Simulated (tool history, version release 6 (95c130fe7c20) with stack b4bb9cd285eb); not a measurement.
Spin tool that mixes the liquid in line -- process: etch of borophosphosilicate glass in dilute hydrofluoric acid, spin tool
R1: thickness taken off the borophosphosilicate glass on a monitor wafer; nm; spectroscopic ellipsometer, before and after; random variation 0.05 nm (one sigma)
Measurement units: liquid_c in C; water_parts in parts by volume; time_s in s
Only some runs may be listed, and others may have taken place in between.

run 1 hour=0.0 | liquid_c=25.0 water_parts=45 time_s=15 | R1=11.308
run 2 hour=4.5 | liquid_c=25.0 water_parts=35 time_s=15 | R1=14.865
run 3 hour=7.7 | liquid_c=24.0 water_parts=40 time_s=15 | R1=12.336
run 4 hour=10.6 | liquid_c=24.0 water_parts=40 time_s=15 | R1=12.272
run 5 hour=13.7 | liquid_c=27.0 water_parts=40 time_s=15 | R1=14.161
run 6 hour=17.6 | liquid_c=29.5 water_parts=40 time_s=15 | R1=15.609
run 7 hour=19.5 | liquid_c=27.5 water_parts=45 time_s=15 | R1=12.699
run 8 hour=20.5 | liquid_c=26.0 water_parts=45 time_s=15 | R1=11.999
run 9 hour=24.7 | liquid_c=24.5 water_parts=45 time_s=15 | R1=11.180
run 10 hour=25.8 | liquid_c=23.5 water_parts=45 time_s=15 | R1=10.850
run 11 hour=31.9 | liquid_c=22.5 water_parts=45 time_s=15 | R1=10.354

For run 12, what comes out?
run 12 hour=35.6 | liquid_c=22.5 water_parts=45 time_s=15 | R1=?

For run 12 the tool returned R1 10.165 nm.
